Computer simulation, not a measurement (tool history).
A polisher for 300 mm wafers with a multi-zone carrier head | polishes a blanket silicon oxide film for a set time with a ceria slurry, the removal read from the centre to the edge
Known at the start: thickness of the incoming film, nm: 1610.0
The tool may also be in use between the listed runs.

| run | day | flow of slurry (ml/min) | pressure of the head's centre zone | pressure of the head's middle zone | pressure of the head's edge zone | polishing time (s) | film removed at the wafer's centre (angstrom) | film removed at mid-radius (angstrom) | film removed at the wafer's edge (angstrom) |
|---|---|---|---|---|---|---|---|---|---|
| 1 | 0.000 | 310 | 1.00 | 1.00 | 1.00 | 89 | 5091.8 | 4912.7 | 5101.9 |
| 2 | 0.321 | 310 | 1.00 | 1.00 | 1.00 | 106 | 6068.6 | 5854.7 | 5919.1 |
| 3 | 0.388 | 315 | 1.02 | 1.01 | 1.02 | 108 | 6436.2 | 6019.3 | 6141.4 |
| 4 | 0.746 | 315 | 0.99 | 1.01 | 1.02 | 108 | 6164.8 | 6013.4 | 6155.9 |
| 5 | 0.975 | 315 | 0.99 | 1.01 | 1.02 | 86 | 4946.8 | 4732.7 | 4921.7 |
| 6 | 1.267 | 370 | 0.99 | 1.01 | 1.02 | 86 | 5024.0 | 4841.5 | 5001.7 |
| 7 | 1.575 | 370 | 1.01 | 1.02 | 1.04 | 94 | 5577.0 | 5451.8 | 5518.5 |
| 8 | 1.712 | 375 | 1.05 | 1.02 | 1.08 | 97 | 5966.2 | 5655.5 | 5958.6 |

Run 9 comes next. What will it give?
| 9 | 2.017 | 390 | 1.15 | 1.10 | 1.10 | 102 | ? | ? | ? |

Run 9 gave film removed at the wafer's centre (angstrom) 6843.9, film removed at mid-radius (angstrom) 6213.8, film removed at the wafer's edge (angstrom) 6068.6.
